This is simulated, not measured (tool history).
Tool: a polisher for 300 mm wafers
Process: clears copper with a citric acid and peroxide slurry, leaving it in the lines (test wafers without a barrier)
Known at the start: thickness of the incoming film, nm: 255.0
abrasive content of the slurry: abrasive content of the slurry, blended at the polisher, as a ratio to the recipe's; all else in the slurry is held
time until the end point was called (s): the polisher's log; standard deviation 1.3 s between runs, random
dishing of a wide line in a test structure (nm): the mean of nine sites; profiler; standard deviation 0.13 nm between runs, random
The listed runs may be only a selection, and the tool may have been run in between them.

run,hour,flow of slurry (ml/min),pressure of the wafer on the pad (psi),speed of the pad under the wafer (m/s),abrasive content of the slurry,overpolish time after the end point (s),time until the end point was called (s),dishing of a wide line in a test structure (nm)
1,0,290,3.5,1.18,1,12,95.743,24.081
2,1.9,290,3.1,1.2,1,10,102.5,18.43
3,8,285,2.7,1.24,0.95,8,110.77,13.981
4,8.7,230,2.7,1.24,0.95,8,113.44,13.672
5,11.3,215,2.4,1.32,0.85,7,121.22,11.334
6,19.6,205,2.2,1.42,0.75,6,122.29,9.203
7,25.7,200,2.1,1.46,0.7,5,127.16,7.6976
8,33.7,200,2.1,1.48,0.65,5,124.11,7.7591
9,37.1,195,2.1,1.5,0.6,5,125.64,7.7037
10,40.1,190,2,1.56,0.55,5,125.83,7.9071
11,42.9,185,1.9,1.6,0.55,5,128.52,7.5992
12,49.5,180,1.9,1.62,0.55,5,128.86,7.8189
13,56.9,230,1.9,1.58,0.55,5,128.69,7.7268
14,60.1,215,1.9,1.58,0.55,5,127.68,7.7955
15,67.8,205,2,1.56,0.55,5,125.12,7.9126

What does the tool deliver on the next run?
16,76.8,195,2,1.56,0.55,5,?,?

Logged for run 16: time until the end point was called (s) 126.09, dishing of a wide line in a test structure (nm) 7.8876.

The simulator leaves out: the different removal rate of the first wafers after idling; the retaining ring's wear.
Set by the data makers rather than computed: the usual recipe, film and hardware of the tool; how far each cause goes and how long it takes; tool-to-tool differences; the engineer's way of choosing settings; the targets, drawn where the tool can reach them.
